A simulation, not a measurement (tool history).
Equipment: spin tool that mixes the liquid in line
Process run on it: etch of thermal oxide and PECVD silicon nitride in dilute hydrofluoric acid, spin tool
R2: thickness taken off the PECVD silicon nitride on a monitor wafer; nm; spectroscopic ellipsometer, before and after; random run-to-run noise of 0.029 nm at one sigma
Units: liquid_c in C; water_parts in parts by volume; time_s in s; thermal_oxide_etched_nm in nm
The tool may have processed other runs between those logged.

Run 1, hour 0.0: liquid_c 24.0 C, water_parts 280 parts by volume, time_s 180 s. Result: thermal_oxide_etched_nm 2.4245 nm, R2 1.1332 nm.
Run 2, hour 2.3: liquid_c 24.0 C, water_parts 190 parts by volume, time_s 180 s. Result: thermal_oxide_etched_nm 3.8755 nm, R2 1.6840 nm.
Run 3, hour 8.5: liquid_c 25.0 C, water_parts 190 parts by volume, time_s 180 s. Result: thermal_oxide_etched_nm 4.0261 nm, R2 1.7502 nm.
Run 4, hour 9.5: liquid_c 26.0 C, water_parts 195 parts by volume, time_s 180 s. Result: thermal_oxide_etched_nm 4.1277 nm, R2 1.8495 nm.
Run 5, hour 11.8: liquid_c 26.5 C, water_parts 200 parts by volume, time_s 180 s. Result: thermal_oxide_etched_nm 4.1083 nm, R2 1.8357 nm.
Run 6, hour 16.6: liquid_c 26.5 C, water_parts 135 parts by volume, time_s 180 s. Result: thermal_oxide_etched_nm 6.5515 nm, R2 2.7909 nm.
Run 7, hour 23.4: liquid_c 26.0 C, water_parts 155 parts by volume, time_s 190 s. Result: thermal_oxide_etched_nm 5.5813 nm, R2 2.4136 nm.
Run 8, hour 29.3: liquid_c 25.5 C, water_parts 175 parts by volume, time_s 200 s. Result: thermal_oxide_etched_nm 4.9623 nm, R2 2.2386 nm.
Run 9, hour 37.7: liquid_c 25.5 C, water_parts 175 parts by volume, time_s 200 s. Result: thermal_oxide_etched_nm 4.8687 nm, R2 2.2129 nm.
Run 10, hour 44.6: liquid_c 25.5 C, water_parts 175 parts by volume, time_s 200 s. Result: thermal_oxide_etched_nm 4.9798 nm, R2 2.2584 nm.
Run 11, hour 46.0: liquid_c 24.5 C, water_parts 180 parts by volume, time_s 210 s. Result: thermal_oxide_etched_nm 4.9876 nm, R2 2.1086 nm.

Run 12 comes next. What will it give?
Run 12, hour 53.3: liquid_c 25.0 C, water_parts 195 parts by volume, time_s 215 s. Result: thermal_oxide_etched_nm ?, R2 ?.

Run 12 produced thermal_oxide_etched_nm 4.5552 nm, R2 2.0159 nm.
